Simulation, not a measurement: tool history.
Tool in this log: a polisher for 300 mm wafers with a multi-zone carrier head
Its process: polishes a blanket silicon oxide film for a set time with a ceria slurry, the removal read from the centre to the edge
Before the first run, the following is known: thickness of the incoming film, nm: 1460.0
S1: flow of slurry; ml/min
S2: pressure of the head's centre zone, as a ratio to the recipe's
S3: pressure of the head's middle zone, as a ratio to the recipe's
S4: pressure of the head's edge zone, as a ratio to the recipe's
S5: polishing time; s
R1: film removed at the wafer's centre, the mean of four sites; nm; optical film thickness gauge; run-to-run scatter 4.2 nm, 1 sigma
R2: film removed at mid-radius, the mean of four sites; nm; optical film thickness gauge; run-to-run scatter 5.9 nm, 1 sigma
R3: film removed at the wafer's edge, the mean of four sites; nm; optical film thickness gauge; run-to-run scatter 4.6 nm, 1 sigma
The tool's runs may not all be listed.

run	hour	S1	S2	S3	S4	S5	R1	R2	R3
1	0	230	1	1	1	83	426.26	432.41	448.2
2	7.4	230	0.96	1	1	83	412.77	433.49	444.4
3	13.7	240	1	1	1.03	87	456.4	450.69	472.67
4	14.5	240	1	1	1.03	103	533.47	545.75	564.69
5	16.5	245	1.02	0.99	1.05	105	554.89	541.21	582.72
6	22.6	245	1.02	0.99	1.05	88	464.46	452.65	484.85

Run 7 has not been measured yet. What should we expect?
7	31.5	250	1.04	0.99	1.07	92	?	?	?

For run 7 the tool returned R1 496.17 nm, R2 479.68 nm, R3 518.59 nm.
